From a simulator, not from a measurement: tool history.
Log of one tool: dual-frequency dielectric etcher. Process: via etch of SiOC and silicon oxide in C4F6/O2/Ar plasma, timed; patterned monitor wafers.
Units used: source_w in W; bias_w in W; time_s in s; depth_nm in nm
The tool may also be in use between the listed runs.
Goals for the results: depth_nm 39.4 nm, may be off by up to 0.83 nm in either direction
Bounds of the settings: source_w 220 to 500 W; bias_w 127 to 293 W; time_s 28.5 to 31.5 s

{"run": 1, "day": 0.0, "source_w": 360, "bias_w": 210, "time_s": 31.5, "depth_nm": 33.49}
{"run": 2, "day": 0.129, "source_w": 360, "bias_w": 210, "time_s": 28.5, "depth_nm": 30.165}
{"run": 3, "day": 0.154, "source_w": 360, "bias_w": 210, "time_s": 31.5, "depth_nm": 33.046}
{"run": 4, "day": 0.325, "source_w": 380, "bias_w": 215, "time_s": 31.5, "depth_nm": 34.243}
{"run": 5, "day": 0.512, "source_w": 400, "bias_w": 217, "time_s": 31.5, "depth_nm": 34.872}
{"run": 6, "day": 0.788, "source_w": 400, "bias_w": 199, "time_s": 31.5, "depth_nm": 34.018}
{"run": 7, "day": 1.012, "source_w": 420, "bias_w": 204, "time_s": 31.5, "depth_nm": 35.129}
{"run": 8, "day": 1.225, "source_w": 430, "bias_w": 207, "time_s": 31.5, "depth_nm": 35.488}
{"run": 9, "day": 1.362, "source_w": 440, "bias_w": 211, "time_s": 31.5, "depth_nm": 35.88}
{"run": 10, "day": 1.662, "source_w": 450, "bias_w": 216, "time_s": 31.5, "depth_nm": 36.618}
{"run": 11, "day": 2.017, "source_w": 460, "bias_w": 219, "time_s": 31.5, "depth_nm": 36.804}
{"run": 12, "day": 2.158, "source_w": 470, "bias_w": 225, "time_s": 31.5, "depth_nm": 37.51}
{"run": 13, "day": 2.292, "source_w": 480, "bias_w": 229, "time_s": 31.5, "depth_nm": 38.291}
{"run": 14, "day": 2.467, "source_w": 480, "bias_w": 230, "time_s": 31.5, "depth_nm": 38.482}
{"run": 15, "day": 2.8, "source_w": 480, "bias_w": 231, "time_s": 31.5, "depth_nm": 38.109}
{"run": 16, "day": 3.138, "source_w": 480, "bias_w": 234, "time_s": 31.5, "depth_nm": 38.583}

Which of these 4 next moves meets every target?
{"run": "A", "day": 3.475, "source_w": 500, "bias_w": 260, "time_s": 29.5, "depth_nm": "?"}
{"run": "B", "day": 3.475, "source_w": 490, "bias_w": 216, "time_s": 31.5, "depth_nm": "?"}
{"run": "C", "day": 3.475, "source_w": 470, "bias_w": 231, "time_s": 31.5, "depth_nm": "?"}
{"run": "D", "day": 3.475, "source_w": 500, "bias_w": 263, "time_s": 30.5, "depth_nm": "?"}

move=A depth_nm=37.99
move=B depth_nm=38.008
move=C depth_nm=38.162
move=D depth_nm=39.42
A: the biggest miss grows against the last run
B: the biggest miss grows against the last run
C: the biggest miss grows against the last run
D: all results land within tolerance of their targets
Move D is the one to make.

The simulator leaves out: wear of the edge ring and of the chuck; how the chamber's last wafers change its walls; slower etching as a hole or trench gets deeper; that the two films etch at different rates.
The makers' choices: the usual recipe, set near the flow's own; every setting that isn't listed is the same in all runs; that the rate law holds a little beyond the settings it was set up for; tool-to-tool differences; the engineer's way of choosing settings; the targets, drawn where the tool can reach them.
